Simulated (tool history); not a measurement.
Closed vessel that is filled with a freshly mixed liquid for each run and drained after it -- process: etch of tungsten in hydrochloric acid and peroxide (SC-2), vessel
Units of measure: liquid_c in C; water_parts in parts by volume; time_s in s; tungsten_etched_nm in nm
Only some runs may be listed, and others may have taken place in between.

{"run": 1, "hour": 0.0, "liquid_c": 46, "water_parts": 11, "time_s": 30, "tungsten_etched_nm": 3.6208}
{"run": 2, "hour": 4.3, "liquid_c": 46, "water_parts": 13, "time_s": 30, "tungsten_etched_nm": 3.103}
{"run": 3, "hour": 7.1, "liquid_c": 46, "water_parts": 14.5, "time_s": 30, "tungsten_etched_nm": 2.8229}
{"run": 4, "hour": 14.7, "liquid_c": 44, "water_parts": 14.5, "time_s": 30, "tungsten_etched_nm": 2.4704}
{"run": 5, "hour": 19.1, "liquid_c": 42.5, "water_parts": 14.5, "time_s": 30, "tungsten_etched_nm": 2.2234}
{"run": 6, "hour": 21.2, "liquid_c": 41.5, "water_parts": 14.5, "time_s": 30, "tungsten_etched_nm": 2.0754}
{"run": 7, "hour": 27.2, "liquid_c": 40.5, "water_parts": 14.5, "time_s": 30, "tungsten_etched_nm": 1.939}

For run 8, what comes out?
{"run": 8, "hour": 35.8, "liquid_c": 40, "water_parts": 14.5, "time_s": 30, "tungsten_etched_nm": "?"}

{"run 8": {"tungsten_etched_nm": 1.8654}}
